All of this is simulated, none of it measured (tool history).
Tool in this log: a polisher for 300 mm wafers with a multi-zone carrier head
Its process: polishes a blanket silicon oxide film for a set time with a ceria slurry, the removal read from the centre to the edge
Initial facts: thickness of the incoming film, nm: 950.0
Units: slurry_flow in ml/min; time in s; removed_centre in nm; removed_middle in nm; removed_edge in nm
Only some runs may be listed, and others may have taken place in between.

run,hour,slurry_flow,centre_zone,middle_zone,edge_zone,time,removed_centre,removed_middle,removed_edge
1,0,135,1,1,1,83,289.2,286.78,283.01
2,7.6,140,0.99,1,1.02,85,284.49,295.37,299.62
3,10.4,140,0.99,1,1.02,106,354.91,373.01,371.23
4,12.6,135,0.99,0.99,1.03,106,352,365.59,367.4
5,13.3,135,0.99,0.99,0.97,106,360.89,368.83,360.86
6,18.9,130,0.98,0.98,0.98,106,351.24,354.08,357.7
7,19.7,130,0.98,0.98,0.99,106,351.72,356.25,359.55
8,21.2,130,0.97,0.97,1,106,351.26,355.36,363.43

Run 9 has not been measured yet. What should we expect?
9,23.8,130,0.96,0.96,1.01,106,?,?,?

Run 9 gave removed_centre 353.07 nm, removed_middle 354.93 nm, removed_edge 363.74 nm.
